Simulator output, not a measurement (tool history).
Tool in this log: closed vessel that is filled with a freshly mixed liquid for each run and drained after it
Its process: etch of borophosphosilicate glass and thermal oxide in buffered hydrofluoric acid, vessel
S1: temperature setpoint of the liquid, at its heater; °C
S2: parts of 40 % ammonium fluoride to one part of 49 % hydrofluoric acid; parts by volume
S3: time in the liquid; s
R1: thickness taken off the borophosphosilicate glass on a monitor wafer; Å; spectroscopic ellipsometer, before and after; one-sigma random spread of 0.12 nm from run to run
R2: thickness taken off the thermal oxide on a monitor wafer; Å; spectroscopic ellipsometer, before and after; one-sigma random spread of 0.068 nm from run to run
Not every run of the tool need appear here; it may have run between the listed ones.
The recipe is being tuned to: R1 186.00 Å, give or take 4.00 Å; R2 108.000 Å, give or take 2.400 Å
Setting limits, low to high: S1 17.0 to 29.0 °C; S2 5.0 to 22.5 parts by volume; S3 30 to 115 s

run 1 hour=0.0 | S1=21.0 S2=13.5 S3=60 | R1=710.34 R2=415.900
run 2 hour=4.5 | S1=20.0 S2=16.0 S3=50 | R1=474.28 R2=278.030
run 3 hour=12.9 | S1=19.0 S2=18.0 S3=45 | R1=358.68 R2=210.710
run 4 hour=17.3 | S1=19.0 S2=18.0 S3=55 | R1=441.88 R2=255.290
run 5 hour=23.0 | S1=18.5 S2=19.5 S3=50 | R1=361.60 R2=210.490
-- hour=30.4 hydrofluoric acid flow meter replaced
run 6 hour=30.4 | S1=17.0 S2=19.5 S3=50 | R1=315.06 R2=181.090
run 7 hour=38.5 | S1=17.0 S2=20.5 S3=45 | R1=268.58 R2=158.250
run 8 hour=45.3 | S1=17.0 S2=21.0 S3=40 | R1=236.57 R2=138.240
run 9 hour=49.1 | S1=17.0 S2=21.5 S3=40 | R1=235.85 R2=135.760
run 10 hour=52.9 | S1=17.0 S2=22.0 S3=35 | R1=201.55 R2=116.770
run 11 hour=59.7 | S1=17.0 S2=22.0 S3=35 | R1=202.39 R2=117.150
run 12 hour=62.7 | S1=17.0 S2=22.5 S3=30 | R1=170.99 R2=98.882
run 13 hour=67.5 | S1=17.5 S2=22.5 S3=30 | R1=172.45 R2=102.430

Below are 4 possible settings for the next run. Only one of them brings all results inside the allowed miss of their targets. Which is it?
run A hour=72.3 | S1=17.0 S2=22.5 S3=35 | R1=? R2=?
run B hour=72.3 | S1=19.0 S2=22.0 S3=30 | R1=? R2=?
run C hour=72.3 | S1=19.5 S2=22.5 S3=30 | R1=? R2=?
run D hour=72.3 | S1=18.5 S2=22.5 S3=30 | R1=? R2=?

move=A R1=198.21 R2=115.220
move=B R1=193.12 R2=112.400
move=C R1=195.52 R2=113.840
move=D R1=184.88 R2=107.580
A: the result that was furthest off in the last run now lies on the other side of its target
B: the result that was furthest off in the last run now lies on the other side of its target
C: the result that was furthest off in the last run now lies on the other side of its target
D: each result inside its tolerance
Correct choice: D, which meets every target
